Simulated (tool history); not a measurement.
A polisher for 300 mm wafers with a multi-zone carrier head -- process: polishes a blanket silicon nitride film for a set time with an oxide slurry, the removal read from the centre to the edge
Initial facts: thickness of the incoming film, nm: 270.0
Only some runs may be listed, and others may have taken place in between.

run	day	flow of slurry (ml/min)	pressure of the head's centre zone	pressure of the head's middle zone	pressure of the head's edge zone	abrasive content of the slurry	polishing time (s)	film removed at the wafer's centre (Å)	film removed at mid-radius (Å)	film removed at the wafer's edge (Å)
1	0.000	190	1.00	1.00	1.00	1.00	86	651.13	648.43	660.16
2	0.362	180	0.95	1.02	0.98	1.00	86	616.76	667.43	647.02
3	0.546	180	0.95	1.02	0.90	1.00	86	600.30	671.98	621.28
4	0.742	170	0.91	1.02	0.90	1.00	86	581.23	661.11	616.29
5	1.067	165	0.88	1.03	0.91	1.00	86	547.36	673.71	622.98
6	1.400	165	0.88	1.03	0.91	1.00	100	647.65	795.94	724.04
7	1.608	160	0.86	1.01	0.89	0.90	100	610.26	726.12	678.34
8	1.979	150	0.84	1.02	0.89	0.85	99	574.21	704.56	653.07

Predict the results of run 9:
9	2.067	145	0.83	1.02	0.89	0.85	99	?	?	?

{"run 9": {"film removed at the wafer's centre (Å)": 561.24, "film removed at mid-radius (Å)": 689.25, "film removed at the wafer's edge (Å)": 649.35}}

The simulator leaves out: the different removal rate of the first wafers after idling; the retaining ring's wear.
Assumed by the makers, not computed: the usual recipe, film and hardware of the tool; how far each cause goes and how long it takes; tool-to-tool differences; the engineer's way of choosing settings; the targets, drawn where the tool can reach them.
